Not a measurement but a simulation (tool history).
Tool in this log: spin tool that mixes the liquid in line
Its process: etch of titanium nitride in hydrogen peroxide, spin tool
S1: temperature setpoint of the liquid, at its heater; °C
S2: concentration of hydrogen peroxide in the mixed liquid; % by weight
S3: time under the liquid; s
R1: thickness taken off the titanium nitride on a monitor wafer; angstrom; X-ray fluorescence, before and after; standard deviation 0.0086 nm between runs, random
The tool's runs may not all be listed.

| run | hour | S1 | S2 | S3 | R1 |
|---|---|---|---|---|---|
| 1 | 0.0 | 52.0 | 20.0 | 75 | 30.710 |
| 2 | 2.5 | 52.0 | 23.0 | 75 | 31.550 |
| 3 | 4.0 | 57.5 | 23.0 | 75 | 45.910 |
| 4 | 9.3 | 57.5 | 24.5 | 75 | 46.732 |
| 5 | 17.7 | 57.5 | 24.5 | 75 | 46.791 |
| 6 | 20.8 | 53.0 | 24.5 | 75 | 34.453 |
| 7 | 25.1 | 45.0 | 24.0 | 75 | 19.174 |
| 8 | 32.4 | 43.5 | 24.0 | 75 | 17.173 |
| 9 | 39.4 | 42.5 | 24.0 | 75 | 15.961 |

The next listed run, before its measurement:
| 10 | 40.5 | 42.0 | 24.0 | 75 | ? |

R1: 15.345 angstrom

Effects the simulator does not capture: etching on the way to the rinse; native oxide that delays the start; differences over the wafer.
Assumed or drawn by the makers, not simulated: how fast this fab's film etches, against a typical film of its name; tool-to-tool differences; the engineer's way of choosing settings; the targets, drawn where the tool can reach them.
